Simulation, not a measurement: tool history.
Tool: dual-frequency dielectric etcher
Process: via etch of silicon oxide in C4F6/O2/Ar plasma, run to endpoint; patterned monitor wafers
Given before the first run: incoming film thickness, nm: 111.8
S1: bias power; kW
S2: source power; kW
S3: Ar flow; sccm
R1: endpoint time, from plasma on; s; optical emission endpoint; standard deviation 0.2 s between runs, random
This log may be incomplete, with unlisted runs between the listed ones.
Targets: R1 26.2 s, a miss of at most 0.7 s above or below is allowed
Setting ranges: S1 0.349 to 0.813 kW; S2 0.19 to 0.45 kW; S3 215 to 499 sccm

run 1 hour=0 | S1=0.581 S2=0.32 S3=357 | R1=23.618
run 2 hour=6.9 | S1=0.543 S2=0.31 S3=359 | R1=24.072
run 3 hour=11.7 | S1=0.606 S2=0.31 S3=359 | R1=22.984
run 4 hour=13.5 | S1=0.606 S2=0.29 S3=359 | R1=23.619
run 5 hour=20.8 | S1=0.606 S2=0.29 S3=304 | R1=23.194
run 6 hour=29.7 | S1=0.606 S2=0.29 S3=352 | R1=23.705
run 7 hour=32.7 | S1=0.569 S2=0.28 S3=354 | R1=24.372
run 8 hour=34.3 | S1=0.541 S2=0.27 S3=356 | R1=24.89

Which one of the following 4 next-run settings gets every result inside its allowed miss? There is exactly one.
run A hour=35.9 | S1=0.529 S2=0.22 S3=304 | R1=?
run B hour=35.9 | S1=0.651 S2=0.3 S3=315 | R1=?
run C hour=35.9 | S1=0.518 S2=0.31 S3=321 | R1=?
run D hour=35.9 | S1=0.456 S2=0.24 S3=378 | R1=?

move=A R1=26.383
move=B R1=22.641
move=C R1=24.006
move=D R1=27.513
A: hits every target within its allowed miss
B: its largest miss is bigger than the last run's
C: its largest miss is bigger than the last run's
D: pushes the last run's worst result past its target
Go with A: it meets all targets.
